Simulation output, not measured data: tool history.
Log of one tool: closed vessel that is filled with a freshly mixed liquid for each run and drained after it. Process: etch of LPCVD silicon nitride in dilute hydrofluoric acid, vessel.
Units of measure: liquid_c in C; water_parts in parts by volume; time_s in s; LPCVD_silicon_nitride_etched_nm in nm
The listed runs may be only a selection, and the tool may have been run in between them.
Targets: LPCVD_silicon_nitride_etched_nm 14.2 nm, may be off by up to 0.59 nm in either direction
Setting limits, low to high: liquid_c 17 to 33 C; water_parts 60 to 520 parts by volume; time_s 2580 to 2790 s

| run | hour | liquid_c | water_parts | time_s | LPCVD_silicon_nitride_etched_nm |
|---|---|---|---|---|---|
| 1 | 0 | 25 | 290 | 2580 | 4.5031 |
| 2 | 7.6 | 25 | 240 | 2580 | 5.5028 |
| 3 | 15.3 | 27 | 205 | 2585 | 7.1805 |
| 4 | 21.2 | 28.5 | 185 | 2590 | 9.0273 |
| 5 | 24.7 | 32 | 185 | 2590 | 10.846 |
| 6 | 31.9 | 32 | 185 | 2790 | 11.879 |
| 7 | 35.6 | 32.5 | 175 | 2790 | 12.921 |
| 8 | 45.4 | 32.5 | 170 | 2790 | 13.265 |

Pick the move, out of 4, that brings all results within their allowed miss; only one does.
| A | 55.2 | 32 | 130 | 2655 | ? |
| B | 55.2 | 32.5 | 145 | 2790 | ? |
| C | 55.2 | 32 | 155 | 2790 | ? |
| D | 55.2 | 33 | 145 | 2790 | ? |

| move | LPCVD_silicon_nitride_etched_nm |
|---|---|
| A | 16.601 |
| B | 16.082 |
| C | 14.576 |
| D | 16.57 |
A: the result that was furthest off in the last run now lies on the other side of its target
B: the result that was furthest off in the last run now lies on the other side of its target
C: every result within its allowed miss
D: the result that was furthest off in the last run now lies on the other side of its target
The move that meets every target is C.
